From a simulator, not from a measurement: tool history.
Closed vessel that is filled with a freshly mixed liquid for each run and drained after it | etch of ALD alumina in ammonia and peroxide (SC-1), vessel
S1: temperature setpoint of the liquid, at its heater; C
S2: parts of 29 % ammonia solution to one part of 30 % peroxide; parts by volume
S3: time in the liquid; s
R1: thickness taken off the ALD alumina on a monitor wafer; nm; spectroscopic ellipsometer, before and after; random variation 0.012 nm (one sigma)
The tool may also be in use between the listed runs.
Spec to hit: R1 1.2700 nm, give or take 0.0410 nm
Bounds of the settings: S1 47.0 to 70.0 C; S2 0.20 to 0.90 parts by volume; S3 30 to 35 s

run	day	S1	S2	S3	R1
1	0.000	63.0	0.50	35	2.4628
2	0.079	61.5	0.50	35	2.3528
3	0.296	60.0	0.50	35	2.1370
4	0.442	58.5	0.50	35	1.9573
5	0.658	58.5	0.35	35	1.9150
6	1.000	58.5	0.35	35	1.9181
7	1.050	57.5	0.35	35	1.8203
8	1.133	56.5	0.35	35	1.7389
9	1.508	55.5	0.35	35	1.6242
10	1.846	55.0	0.35	35	1.5894
11	2.217	54.5	0.35	35	1.5466
12	2.392	54.0	0.35	35	1.5088
13	2.562	53.5	0.35	35	1.4737
14	2.638	53.0	0.35	35	1.4121
15	3.004	52.0	0.35	35	1.3584

Exactly one of the 4 candidate moves below puts every result within its allowed miss. Which one?
A	3.371	53.5	0.40	30	?
B	3.371	52.0	0.40	35	?
C	3.371	56.5	0.20	30	?
D	3.371	49.0	0.35	35	?

move	R1
A	1.2902
B	1.3882
C	1.4167
D	1.1627
A: each result inside its tolerance
B: its largest miss is bigger than the last run's
C: its largest miss is bigger than the last run's
D: the result that was furthest off in the last run now lies on the other side of its target
A is the move that brings every result within its allowed miss.
